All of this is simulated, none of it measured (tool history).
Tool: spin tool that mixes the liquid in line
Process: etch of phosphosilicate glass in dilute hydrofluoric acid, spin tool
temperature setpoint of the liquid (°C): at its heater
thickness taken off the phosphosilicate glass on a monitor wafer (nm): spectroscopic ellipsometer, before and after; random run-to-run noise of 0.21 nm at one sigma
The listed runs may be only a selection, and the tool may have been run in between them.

run  hour  temperature setpoint of the liquid (°C)  parts of water to one part of 49 % hydrofluoric acid (parts by volume)  time under the liquid (s)  thickness taken off the phosphosilicate glass on a monitor wafer (nm)
  1   0.0                                     23.0                                                                     195                        150                                                                 43.241
  2   2.7                                     22.5                                                                     195                        150                                                                 42.605
  3   8.3                                     22.5                                                                     195                        160                                                                 45.314
  4  15.0                                     24.0                                                                     195                        160                                                                 48.039
  5  15.7                                     21.0                                                                     195                        160                                                                 42.702
  6  23.7                                     23.0                                                                     195                        160                                                                 46.586

Predict the results of run 7:
  7  26.7                                     22.5                                                                     195                        160                                                                      ?

For run 7 the tool returned thickness taken off the phosphosilicate glass on a monitor wafer (nm) 45.848.

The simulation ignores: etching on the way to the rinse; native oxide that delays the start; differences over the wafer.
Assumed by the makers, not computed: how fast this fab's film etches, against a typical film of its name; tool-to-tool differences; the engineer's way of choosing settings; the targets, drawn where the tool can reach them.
